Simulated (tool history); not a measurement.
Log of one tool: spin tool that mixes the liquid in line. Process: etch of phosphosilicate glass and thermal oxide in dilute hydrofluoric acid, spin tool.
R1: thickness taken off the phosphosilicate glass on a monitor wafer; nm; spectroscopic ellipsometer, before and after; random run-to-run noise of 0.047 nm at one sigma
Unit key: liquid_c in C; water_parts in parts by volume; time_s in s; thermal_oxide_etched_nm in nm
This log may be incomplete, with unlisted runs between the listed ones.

run 1 hour=0 | liquid_c=24 water_parts=290 time_s=100 | R1=25.231 thermal_oxide_etched_nm=1.3134
run 2 hour=2.6 | liquid_c=24 water_parts=350 time_s=100 | R1=19.583 thermal_oxide_etched_nm=1.0094
run 3 hour=5.7 | liquid_c=22.5 water_parts=365 time_s=100 | R1=17.738 thermal_oxide_etched_nm=0.889
run 4 hour=12.3 | liquid_c=21.5 water_parts=380 time_s=100 | R1=16.222 thermal_oxide_etched_nm=0.81773
run 5 hour=13 | liquid_c=21.5 water_parts=380 time_s=65 | R1=10.548 thermal_oxide_etched_nm=0.53808
run 6 hour=20 | liquid_c=21.5 water_parts=380 time_s=45 | R1=7.318 thermal_oxide_etched_nm=0.3672

Expected results for the next run?
run 7 hour=27.7 | liquid_c=23.5 water_parts=370 time_s=45 | R1=? thermal_oxide_etched_nm=?

R1: 8.1279 nm
thermal_oxide_etched_nm: 0.41559 nm

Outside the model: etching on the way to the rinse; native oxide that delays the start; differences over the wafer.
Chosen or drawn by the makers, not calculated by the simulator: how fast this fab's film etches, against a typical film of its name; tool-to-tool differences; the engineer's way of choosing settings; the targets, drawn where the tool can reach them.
